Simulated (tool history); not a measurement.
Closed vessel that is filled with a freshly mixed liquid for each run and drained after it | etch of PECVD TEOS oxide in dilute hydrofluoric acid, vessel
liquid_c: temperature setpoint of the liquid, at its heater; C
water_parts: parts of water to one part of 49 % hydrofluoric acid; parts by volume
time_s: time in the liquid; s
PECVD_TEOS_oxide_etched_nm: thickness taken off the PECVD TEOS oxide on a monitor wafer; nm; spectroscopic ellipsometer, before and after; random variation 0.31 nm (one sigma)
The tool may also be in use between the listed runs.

| run | hour | liquid_c | water_parts | time_s | PECVD_TEOS_oxide_etched_nm |
|---|---|---|---|---|---|
| 1 | 0 | 20 | 60 | 110 | 25.533 |
| 2 | 8.3 | 20 | 60 | 110 | 25.514 |
| 3 | 15.3 | 20 | 60 | 120 | 27.888 |
| 4 | 21.7 | 20 | 60 | 120 | 27.584 |
| 5 | 25.1 | 22 | 60 | 120 | 30.303 |
| 6 | 28.6 | 23 | 60 | 120 | 30.962 |
| 7 | 30.8 | 24 | 60 | 120 | 32.441 |
| 8 | 39.8 | 24.5 | 60 | 120 | 33.167 |

Forecast run 9:
| 9 | 44.7 | 25 | 60 | 120 | ? |

{"run 9": {"PECVD_TEOS_oxide_etched_nm": 33.858}}

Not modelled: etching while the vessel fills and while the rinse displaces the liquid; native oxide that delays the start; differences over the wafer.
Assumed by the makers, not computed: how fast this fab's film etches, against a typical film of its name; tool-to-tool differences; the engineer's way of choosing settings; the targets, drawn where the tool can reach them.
